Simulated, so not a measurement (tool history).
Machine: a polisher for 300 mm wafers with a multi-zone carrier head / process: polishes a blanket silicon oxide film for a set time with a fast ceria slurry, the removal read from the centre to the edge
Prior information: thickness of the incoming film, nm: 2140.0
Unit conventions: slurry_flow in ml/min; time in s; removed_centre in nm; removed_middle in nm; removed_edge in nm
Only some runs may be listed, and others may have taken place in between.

run 1 day=0 | slurry_flow=215 centre_zone=1 middle_zone=1 edge_zone=1 time=59 | removed_centre=706.95 removed_middle=707.31 removed_edge=714.58
run 2 day=0.321 | slurry_flow=240 centre_zone=1 middle_zone=1 edge_zone=1 time=59 | removed_centre=711.91 removed_middle=732.87 removed_edge=719.34
run 3 day=0.396 | slurry_flow=230 centre_zone=0.99 middle_zone=0.99 edge_zone=1 time=59 | removed_centre=699.06 removed_middle=716.94 removed_edge=713.42
run 4 day=0.658 | slurry_flow=230 centre_zone=0.99 middle_zone=0.99 edge_zone=0.92 time=59 | removed_centre=693.4 removed_middle=719.15 removed_edge=693.27
run 5 day=0.871 | slurry_flow=230 centre_zone=0.93 middle_zone=0.99 edge_zone=0.92 time=59 | removed_centre=653.97 removed_middle=711.14 removed_edge=689.49
run 6 day=0.983 | slurry_flow=220 centre_zone=0.93 middle_zone=0.98 edge_zone=0.92 time=59 | removed_centre=655.34 removed_middle=713.5 removed_edge=685.27

Predict the results of run 7:
run 7 day=1.038 | slurry_flow=215 centre_zone=0.92 middle_zone=0.96 edge_zone=0.93 time=59 | removed_centre=? removed_middle=? removed_edge=?

removed_centre: 647.56 nm
removed_middle: 692.48 nm
removed_edge: 689.62 nm
